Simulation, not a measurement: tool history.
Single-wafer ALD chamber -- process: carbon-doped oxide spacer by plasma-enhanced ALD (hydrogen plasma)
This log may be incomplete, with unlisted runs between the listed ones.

run	hour	heater temperature setpoint (°C)	number of ALD cycles (cycles)	mean film thickness on the monitor wafer (angstrom)
1	0	400	621	292.11
2	1.6	400	555	259.92
3	8.4	396	555	259.25
4	13.2	396	604	283.85
5	14.2	396	555	261.06
6	18.9	396	607	283.98
7	25.2	396	555	261.08
8	27.4	396	520	243.48
9	30.7	396	501	233.95
10	35.5	396	490	229.76

Run 11 has not been measured yet. What should we expect?
11	38.2	396	482	?

mean film thickness on the monitor wafer (angstrom): 227.18

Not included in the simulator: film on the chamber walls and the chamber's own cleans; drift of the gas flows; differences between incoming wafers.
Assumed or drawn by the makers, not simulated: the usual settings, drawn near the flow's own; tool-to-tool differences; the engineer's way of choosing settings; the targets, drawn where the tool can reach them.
